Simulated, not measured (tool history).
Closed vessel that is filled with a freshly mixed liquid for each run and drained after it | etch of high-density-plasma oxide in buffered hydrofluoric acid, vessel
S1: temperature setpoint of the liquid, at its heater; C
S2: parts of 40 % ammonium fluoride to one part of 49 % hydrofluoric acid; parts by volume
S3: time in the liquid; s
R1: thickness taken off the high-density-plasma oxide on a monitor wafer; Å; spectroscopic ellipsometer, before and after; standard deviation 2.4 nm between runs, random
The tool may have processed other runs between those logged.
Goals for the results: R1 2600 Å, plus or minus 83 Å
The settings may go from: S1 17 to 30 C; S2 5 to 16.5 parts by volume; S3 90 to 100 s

{"run": 1, "hour": 0.0, "S1": 22, "S2": 10, "S3": 90, "R1": 1133.9}
{"run": 2, "hour": 3.8, "S1": 22, "S2": 11, "S3": 90, "R1": 1025.3}
{"run": 3, "hour": 6.6, "S1": 24.5, "S2": 9.5, "S3": 90, "R1": 1363.6}
{"run": 4, "hour": 7.8, "S1": 26, "S2": 8.5, "S3": 90, "R1": 1617}
{"run": 5, "hour": 16.1, "S1": 23, "S2": 8.5, "S3": 90, "R1": 1360.3}
{"run": 6, "hour": 25.0, "S1": 25, "S2": 7.5, "S3": 90, "R1": 1738.3}
{"hour": 31.4, "done": "hydrofluoric acid flow meter replaced"}
{"run": 7, "hour": 31.4, "S1": 26.5, "S2": 7, "S3": 90, "R1": 2264}
{"run": 8, "hour": 33.8, "S1": 27, "S2": 7, "S3": 90, "R1": 2300.8}
{"run": 9, "hour": 38.9, "S1": 27.5, "S2": 7, "S3": 90, "R1": 2374.2}
{"run": 10, "hour": 42.4, "S1": 28, "S2": 7, "S3": 90, "R1": 2432}
{"run": 11, "hour": 43.6, "S1": 28.5, "S2": 7, "S3": 90, "R1": 2478.6}

5 candidate next runs follow, results not yet known. Just one meets every target within its allowed miss. Identify it.
{"run": "A", "hour": 44.8, "S1": 29, "S2": 7, "S3": 90, "R1": "?"}
{"run": "B", "hour": 44.8, "S1": 30, "S2": 9, "S3": 100, "R1": "?"}
{"run": "C", "hour": 44.8, "S1": 28.5, "S2": 6, "S3": 90, "R1": "?"}
{"run": "D", "hour": 44.8, "S1": 26.5, "S2": 6, "S3": 100, "R1": "?"}
{"run": "E", "hour": 44.8, "S1": 28.5, "S2": 6.5, "S3": 95, "R1": "?"}

move=A R1=2562.7
move=B R1=2287.1
move=C R1=2852.1
move=D R1=2849.3
move=E R1=2809.4
A: each result inside its tolerance
B: its largest miss is bigger than the last run's
C: the result that was furthest off in the last run now lies on the other side of its target
D: the result that was furthest off in the last run now lies on the other side of its target
E: the result that was furthest off in the last run now lies on the other side of its target
The move that meets every target is A.
